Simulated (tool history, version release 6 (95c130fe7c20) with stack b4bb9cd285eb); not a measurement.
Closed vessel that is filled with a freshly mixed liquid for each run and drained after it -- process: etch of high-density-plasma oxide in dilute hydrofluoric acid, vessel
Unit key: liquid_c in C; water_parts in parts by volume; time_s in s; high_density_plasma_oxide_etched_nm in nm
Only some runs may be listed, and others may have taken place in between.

run,hour,liquid_c,water_parts,time_s,high_density_plasma_oxide_etched_nm
1,0.0,23,85,390,23.885
2,3.3,23,95,390,21.171
3,9.8,23,80,390,25.574
4,14.2,21,80,390,23.530
5,19.6,23,80,390,25.447
6,24.7,23,80,285,18.644
7,25.9,24,70,295,23.274
8,31.5,25,60,295,28.437
9,35.8,26,60,295,29.454
10,40.0,26,60,295,30.015

Run 11 comes next. What will it give?
11,44.5,27,60,295,?

{"run 11": {"high_density_plasma_oxide_etched_nm": 30.759}}

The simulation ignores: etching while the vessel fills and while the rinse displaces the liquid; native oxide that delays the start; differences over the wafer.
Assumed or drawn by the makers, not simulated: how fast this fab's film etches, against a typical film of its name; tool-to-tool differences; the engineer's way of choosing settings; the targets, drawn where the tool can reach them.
